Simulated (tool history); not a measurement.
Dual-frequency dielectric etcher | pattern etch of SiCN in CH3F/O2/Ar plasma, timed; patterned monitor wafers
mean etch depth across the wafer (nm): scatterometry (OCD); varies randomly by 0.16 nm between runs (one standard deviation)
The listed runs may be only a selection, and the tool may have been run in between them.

run	hour	source power (W)	bias power (W)	etch time (s)	mean etch depth across the wafer (nm)
1	0	360	56	106	33.368
2	7.9	340	54	106	32.3
3	14.7	320	52	106	31.284
4	22.7	290	52	106	30.057
5	30.3	290	62	106	31.459
6	31.1	290	68	106	32.185
7	35.6	280	64	106	31.121
8	39.5	270	61	106	30.464

What does the tool deliver on the next run?
# hour 48: wet clean of the chamber
9	48	220	50	106	?

Logged for run 9: mean etch depth across the wafer (nm) 26.197.
